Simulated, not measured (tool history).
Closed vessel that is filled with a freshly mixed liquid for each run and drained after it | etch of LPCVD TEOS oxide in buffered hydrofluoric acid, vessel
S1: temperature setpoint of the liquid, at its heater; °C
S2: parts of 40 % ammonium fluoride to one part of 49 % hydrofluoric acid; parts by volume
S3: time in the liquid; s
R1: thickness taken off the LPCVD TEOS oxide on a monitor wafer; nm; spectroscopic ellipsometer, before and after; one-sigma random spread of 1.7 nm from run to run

run  hour    S1   S2  S3      R1
  1     0    25   12  95  294.17
  2   8.9    24   12  95  281.74
  3    14    24  8.5  95  380.88
  4  16.9    23    9  95  338.41
  5  21.7    22  9.5  95  305.31
  6  28.1  21.5   10  95  279.09
  7  30.6    21   10  95  275.34

Run 8 has not been measured yet. What should we expect?
     31.9  -- hydrofluoric acid flow meter replaced
  8  31.9  20.5  10.5  95   ?

{"run 8": {"R1": 242.11}}
